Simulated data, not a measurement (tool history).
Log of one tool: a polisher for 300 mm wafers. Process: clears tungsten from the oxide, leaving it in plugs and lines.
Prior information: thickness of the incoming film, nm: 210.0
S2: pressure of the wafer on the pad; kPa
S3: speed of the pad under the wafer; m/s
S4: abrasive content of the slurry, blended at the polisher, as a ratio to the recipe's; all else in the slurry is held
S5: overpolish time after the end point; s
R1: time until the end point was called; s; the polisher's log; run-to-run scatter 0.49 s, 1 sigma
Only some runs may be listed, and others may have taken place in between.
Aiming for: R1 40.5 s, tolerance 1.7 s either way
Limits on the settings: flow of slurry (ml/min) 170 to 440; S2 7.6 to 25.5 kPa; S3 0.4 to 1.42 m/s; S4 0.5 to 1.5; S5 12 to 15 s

run 1 hour=0 | flow_of_slurry_(ml/min)=280 S2=16.5 S3=0.9 S4=1 S5=15 | R1=69.166
run 2 hour=0.8 | flow_of_slurry_(ml/min)=280 S2=17.9 S3=0.9 S4=1 S5=15 | R1=64.31
run 3 hour=1.7 | flow_of_slurry_(ml/min)=310 S2=17.9 S3=0.9 S4=1 S5=15 | R1=64.088
run 4 hour=4.9 | flow_of_slurry_(ml/min)=370 S2=17.9 S3=0.9 S4=1 S5=15 | R1=61.527
run 5 hour=8.4 | flow_of_slurry_(ml/min)=370 S2=18.6 S3=0.9 S4=1 S5=15 | R1=61.177
run 6 hour=9.5 | flow_of_slurry_(ml/min)=370 S2=19.3 S3=0.92 S4=1 S5=15 | R1=58.074
run 7 hour=11.6 | flow_of_slurry_(ml/min)=370 S2=20 S3=0.94 S4=1 S5=15 | R1=55.876
run 8 hour=18.8 | flow_of_slurry_(ml/min)=370 S2=20.7 S3=0.96 S4=1 S5=15 | R1=52.626
run 9 hour=24.5 | flow_of_slurry_(ml/min)=370 S2=21.4 S3=0.96 S4=1 S5=15 | R1=49.857
run 10 hour=27.9 | flow_of_slurry_(ml/min)=370 S2=22.1 S3=0.96 S4=1 S5=15 | R1=49.964

Which one of the following 4 next-run settings gets every result inside its allowed miss? There is exactly one.
run A hour=31.3 | flow_of_slurry_(ml/min)=410 S2=24.1 S3=1.12 S4=1 S5=14 | R1=?
run B hour=31.3 | flow_of_slurry_(ml/min)=375 S2=22.8 S3=1.02 S4=0.9 S5=15 | R1=?
run C hour=31.3 | flow_of_slurry_(ml/min)=425 S2=20.7 S3=0.86 S4=0.95 S5=15 | R1=?
run D hour=31.3 | flow_of_slurry_(ml/min)=440 S2=19.3 S3=1.32 S4=0.8 S5=12 | R1=?

move=A R1=40.679
move=B R1=47.471
move=C R1=57.366
move=D R1=45.96
A: all results in spec
B: nearer than the last run, and not there yet
C: misses by more than the last run did
D: nearer than the last run, and not there yet
A is the move that brings every result within its allowed miss.
